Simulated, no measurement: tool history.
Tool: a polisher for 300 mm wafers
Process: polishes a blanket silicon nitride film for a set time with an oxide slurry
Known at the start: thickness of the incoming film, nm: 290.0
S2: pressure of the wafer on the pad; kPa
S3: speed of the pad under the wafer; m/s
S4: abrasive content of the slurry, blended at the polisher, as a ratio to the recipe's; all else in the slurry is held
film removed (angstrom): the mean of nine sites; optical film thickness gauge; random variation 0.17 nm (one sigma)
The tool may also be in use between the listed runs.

run 1 hour=0 | flow_of_slurry_(ml/min)=310 S2=26.9 S3=1.2 S4=1 polishing_time_(s)=96 | film_removed_(angstrom)=601.26
run 2 hour=7.8 | flow_of_slurry_(ml/min)=310 S2=26.9 S3=1.2 S4=1 polishing_time_(s)=101 | film_removed_(angstrom)=632.99
run 3 hour=14.4 | flow_of_slurry_(ml/min)=310 S2=26.9 S3=0.98 S4=1 polishing_time_(s)=101 | film_removed_(angstrom)=531.11
run 4 hour=15 | flow_of_slurry_(ml/min)=310 S2=26.9 S3=0.86 S4=1 polishing_time_(s)=101 | film_removed_(angstrom)=481.85
run 5 hour=17.1 | flow_of_slurry_(ml/min)=310 S2=24.1 S3=0.8 S4=1 polishing_time_(s)=101 | film_removed_(angstrom)=407.47
run 6 hour=21.8 | flow_of_slurry_(ml/min)=310 S2=30.3 S3=0.8 S4=1 polishing_time_(s)=101 | film_removed_(angstrom)=508.33
run 7 hour=30.1 | flow_of_slurry_(ml/min)=310 S2=26.9 S3=0.74 S4=1 polishing_time_(s)=101 | film_removed_(angstrom)=424.41
run 8 hour=30.9 | flow_of_slurry_(ml/min)=310 S2=24.1 S3=0.7 S4=1 polishing_time_(s)=101 | film_removed_(angstrom)=369.18

The next listed run, before its measurement:
run 9 hour=34.3 | flow_of_slurry_(ml/min)=310 S2=21.4 S3=0.68 S4=1 polishing_time_(s)=101 | film_removed_(angstrom)=?

Run 9 gave film removed (angstrom) 317.26.

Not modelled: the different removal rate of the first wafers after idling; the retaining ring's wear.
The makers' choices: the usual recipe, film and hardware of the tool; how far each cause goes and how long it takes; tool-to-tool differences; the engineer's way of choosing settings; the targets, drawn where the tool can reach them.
